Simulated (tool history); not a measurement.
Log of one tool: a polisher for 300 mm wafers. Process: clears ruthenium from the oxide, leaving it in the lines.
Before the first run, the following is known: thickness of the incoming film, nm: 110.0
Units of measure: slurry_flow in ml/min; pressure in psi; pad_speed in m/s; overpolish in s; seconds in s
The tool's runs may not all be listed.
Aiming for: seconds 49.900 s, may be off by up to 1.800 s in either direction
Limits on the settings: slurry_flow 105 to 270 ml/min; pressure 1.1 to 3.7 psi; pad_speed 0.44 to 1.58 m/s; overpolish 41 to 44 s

| run | hour | slurry_flow | pressure | pad_speed | overpolish | seconds |
|---|---|---|---|---|---|---|
| 1 | 0.0 | 175 | 2.4 | 1.00 | 41 | 70.062 |
| 2 | 5.7 | 175 | 2.4 | 1.00 | 44 | 71.130 |
| 3 | 13.5 | 175 | 2.5 | 1.00 | 44 | 68.267 |
| 4 | 20.7 | 175 | 2.2 | 1.00 | 44 | 77.264 |
| 5 | 25.2 | 175 | 2.2 | 1.00 | 41 | 77.353 |
| 6 | 28.9 | 175 | 2.4 | 1.00 | 41 | 71.729 |
| 7 | 33.8 | 175 | 2.5 | 1.00 | 41 | 69.964 |
| 8 | 40.2 | 175 | 2.6 | 1.00 | 41 | 66.617 |
| 9 | 44.4 | 175 | 2.7 | 1.00 | 41 | 65.037 |
| 10 | 50.2 | 175 | 2.8 | 1.00 | 41 | 64.351 |
| 11 | 56.6 | 175 | 2.9 | 1.00 | 41 | 61.313 |
| 12 | 59.2 | 175 | 3.0 | 1.00 | 41 | 59.268 |

5 candidate next runs follow, results not yet known. Just one meets every target within its allowed miss. Identify it.
| A | 61.8 | 155 | 3.1 | 1.14 | 44 | ? |
| B | 61.8 | 185 | 3.3 | 1.26 | 42 | ? |
| C | 61.8 | 160 | 3.1 | 0.66 | 41 | ? |
| D | 61.8 | 180 | 3.0 | 1.26 | 44 | ? |
| E | 61.8 | 160 | 3.1 | 1.10 | 44 | ? |

| move | seconds |
|---|---|
| A | 53.690 |
| B | 46.487 |
| C | 74.912 |
| D | 50.551 |
| E | 54.777 |
A: an improvement on the last run, though not all results are within tolerance
B: pushes the last run's worst result past its target
C: misses by more than the last run did
D: all results in spec
E: an improvement on the last run, though not all results are within tolerance
D meets every target.
